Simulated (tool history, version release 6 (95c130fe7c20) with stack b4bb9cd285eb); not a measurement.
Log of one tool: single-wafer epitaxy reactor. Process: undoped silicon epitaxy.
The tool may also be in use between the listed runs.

run	hour	wafer temperature setpoint (pyrometer-controlled) (deg C)	deposition time (s)	mean film thickness on the monitor wafer (Å)
1	0.0	635	401	494.15
2	6.1	643	401	584.70
3	14.1	640	401	543.93
4	20.8	638	401	532.36
5	25.6	636	401	511.75
6	29.6	636	429	534.22
7	30.2	634	429	516.71
8	37.6	634	429	519.56
9	40.3	632	429	496.93

The next listed run, before its measurement:
10	41.3	620	426	?

mean film thickness on the monitor wafer (Å): 382.85
